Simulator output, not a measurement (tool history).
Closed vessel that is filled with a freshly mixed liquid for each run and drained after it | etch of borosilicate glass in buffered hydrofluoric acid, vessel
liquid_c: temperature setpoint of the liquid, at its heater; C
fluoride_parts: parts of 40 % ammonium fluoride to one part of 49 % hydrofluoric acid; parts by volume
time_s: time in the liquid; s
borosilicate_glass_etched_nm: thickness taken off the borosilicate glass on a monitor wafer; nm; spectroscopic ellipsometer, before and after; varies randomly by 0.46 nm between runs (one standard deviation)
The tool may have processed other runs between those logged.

run	hour	liquid_c	fluoride_parts	time_s	borosilicate_glass_etched_nm
1	0.0	20.0	9.0	90	98.956
2	2.2	20.5	9.0	90	102.680
3	4.5	17.0	9.0	90	84.776
4	10.4	20.0	9.0	90	99.488
5	19.7	20.5	9.0	90	102.040
6	21.9	22.0	9.0	90	110.800

Estimate the outcome of run 7 from the log above:
7	31.0	22.5	9.0	90	?

Run 7 yielded borosilicate_glass_etched_nm 113.770 nm.

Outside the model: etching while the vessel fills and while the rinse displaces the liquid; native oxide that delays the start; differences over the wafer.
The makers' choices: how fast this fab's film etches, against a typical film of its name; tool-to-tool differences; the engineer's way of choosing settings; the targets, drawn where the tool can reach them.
